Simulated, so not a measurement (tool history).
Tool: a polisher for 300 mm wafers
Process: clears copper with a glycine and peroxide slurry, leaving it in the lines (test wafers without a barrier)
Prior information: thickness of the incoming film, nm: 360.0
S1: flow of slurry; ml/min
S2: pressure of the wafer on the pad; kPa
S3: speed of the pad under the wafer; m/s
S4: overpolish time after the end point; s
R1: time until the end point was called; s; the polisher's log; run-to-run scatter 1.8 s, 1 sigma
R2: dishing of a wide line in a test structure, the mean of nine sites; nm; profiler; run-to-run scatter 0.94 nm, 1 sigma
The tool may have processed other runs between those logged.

| run | day | S1 | S2 | S3 | S4 | R1 | R2 |
|---|---|---|---|---|---|---|---|
| 1 | 0.000 | 275 | 17.9 | 0.80 | 27 | 82.306 | 80.044 |
| 2 | 0.112 | 275 | 21.4 | 0.80 | 27 | 72.419 | 87.675 |
| 3 | 0.383 | 275 | 21.4 | 0.96 | 27 | 62.046 | 95.574 |
| 4 | 0.496 | 270 | 17.9 | 0.90 | 25 | 75.933 | 80.322 |
| 5 | 0.679 | 270 | 17.9 | 0.76 | 25 | 85.000 | 72.087 |
| 6 | 1.046 | 270 | 22.1 | 0.76 | 25 | 72.274 | 80.911 |
| 7 | 1.175 | 270 | 22.1 | 0.76 | 25 | 72.487 | 80.789 |
| 8 | 1.321 | 270 | 18.6 | 0.74 | 24 | 82.816 | 70.157 |
| 9 | 1.475 | 270 | 18.6 | 0.74 | 24 | 85.953 | 71.812 |
| 10 | 1.608 | 270 | 16.5 | 0.72 | 23 | 94.141 | 63.588 |

The next listed run, before its measurement:
| 11 | 1.675 | 270 | 15.2 | 0.70 | 23 | ? | ? |

R1: 104.050 s
R2: 56.736 nm

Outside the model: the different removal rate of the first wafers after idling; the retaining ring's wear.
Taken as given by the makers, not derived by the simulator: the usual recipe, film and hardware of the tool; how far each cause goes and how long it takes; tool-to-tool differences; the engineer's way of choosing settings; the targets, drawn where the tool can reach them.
